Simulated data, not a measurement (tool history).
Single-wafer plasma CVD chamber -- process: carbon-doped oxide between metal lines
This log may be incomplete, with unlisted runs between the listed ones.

run    day  heater temperature setpoint (deg C)  chamber pressure (Pa)  RF power (kW)  deposition time (s)  mean film thickness on the monitor wafer (angstrom)
  1      0                                  350                    913          0.475                 20.4                                                 1080
  2  0.188                                  350                   1011          0.475                 20.4                                               1081.7
  3  0.362                                  350                   1011           0.41                 20.4                                               1018.9
  4  0.521                                  350                   1011           0.38                 20.4                                               971.26
  5  0.721                                  354                   1011           0.38                 20.4                                               960.39
  6  1.071                                  354                   1011           0.38                 20.4                                               959.44
  7  1.183                                  356                    997           0.38                 20.4                                               954.27

What does the tool deliver on the next run?
  8  1.258                                  356                    997           0.38                 20.4                                                    ?

Run 8 yielded mean film thickness on the monitor wafer (angstrom) 953.36.
